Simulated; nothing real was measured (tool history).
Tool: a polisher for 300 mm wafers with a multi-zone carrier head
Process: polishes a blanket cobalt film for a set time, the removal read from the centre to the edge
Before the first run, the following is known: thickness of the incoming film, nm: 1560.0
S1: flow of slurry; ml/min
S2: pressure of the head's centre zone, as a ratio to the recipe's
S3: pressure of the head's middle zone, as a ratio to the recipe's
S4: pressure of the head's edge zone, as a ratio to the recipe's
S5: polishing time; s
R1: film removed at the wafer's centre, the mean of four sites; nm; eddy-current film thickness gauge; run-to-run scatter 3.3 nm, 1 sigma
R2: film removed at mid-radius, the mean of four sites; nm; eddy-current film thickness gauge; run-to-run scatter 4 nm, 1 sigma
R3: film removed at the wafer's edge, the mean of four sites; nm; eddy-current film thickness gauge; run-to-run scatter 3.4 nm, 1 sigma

run  hour   S1    S2    S3    S4  S5      R1      R2      R3
  1   0.0  310  1.00  1.00  1.00  57  204.86  215.48  214.32
  2   1.0  310  1.00  1.00  1.06  57  202.91  218.83  223.31
  3   7.9  380  1.00  1.00  1.06  57  210.29  223.78  232.98
  4   9.1  380  1.00  1.05  1.06  57  207.00  237.20  230.36
  5  11.5  380  1.00  1.05  1.06  65  236.80  266.74  257.36
  6  17.1  380  0.94  1.05  1.06  65  226.81  266.00  263.24

What does the tool deliver on the next run?
  7  20.0  380  0.97  1.07  1.04  65   ?   ?   ?

R1: 228.07 nm
R2: 275.23 nm
R3: 265.79 nm

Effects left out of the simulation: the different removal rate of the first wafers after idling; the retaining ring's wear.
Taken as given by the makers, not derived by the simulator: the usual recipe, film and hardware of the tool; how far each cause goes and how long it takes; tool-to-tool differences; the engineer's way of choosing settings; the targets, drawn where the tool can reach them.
